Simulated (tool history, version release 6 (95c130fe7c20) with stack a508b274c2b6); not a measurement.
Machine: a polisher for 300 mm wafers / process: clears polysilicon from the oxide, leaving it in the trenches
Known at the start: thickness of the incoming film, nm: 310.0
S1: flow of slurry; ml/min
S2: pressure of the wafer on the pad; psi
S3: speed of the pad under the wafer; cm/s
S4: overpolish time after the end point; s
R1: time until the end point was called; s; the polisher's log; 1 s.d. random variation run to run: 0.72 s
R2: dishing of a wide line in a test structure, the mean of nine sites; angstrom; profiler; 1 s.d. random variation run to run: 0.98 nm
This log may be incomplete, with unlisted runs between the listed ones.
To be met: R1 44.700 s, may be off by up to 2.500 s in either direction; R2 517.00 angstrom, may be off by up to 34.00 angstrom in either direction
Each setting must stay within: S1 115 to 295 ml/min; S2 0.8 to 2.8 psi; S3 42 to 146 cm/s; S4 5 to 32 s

run,day,S1,S2,S3,S4,R1,R2
1,0.000,190,1.8,94,16,31.685,728.89
2,0.325,190,1.7,94,13,34.206,673.60
3,0.683,190,1.6,94,11,35.470,591.03
4,0.775,190,1.6,94,15,36.556,662.27
5,1.062,190,1.5,94,14,38.607,659.02
6,1.250,190,1.5,94,21,37.709,773.95
7,1.279,190,1.4,94,18,40.580,713.05
8,1.412,190,1.4,94,15,40.242,664.37
9,1.700,190,1.4,94,13,40.570,604.57
10,2.062,190,1.4,94,12,40.318,611.85
11,2.212,190,1.2,92,5,45.993,306.23
12,2.496,185,1.5,80,12,43.360,553.73

Which single option among these 4 for the next run brings every result within its allowed miss of target? Just one does.
A,2.779,255,1.6,78,13,?,?
B,2.779,175,1.7,76,13,?,?
C,2.779,155,1.5,80,10,?,?
D,2.779,135,1.3,94,18,?,?

move,R1,R2
A,41.295,631.29
B,42.064,626.00
C,46.106,519.54
D,46.912,685.05
A: moves away from the targets compared with the last run
B: moves away from the targets compared with the last run
C: all results land within tolerance of their targets
D: moves away from the targets compared with the last run
The right move is C.
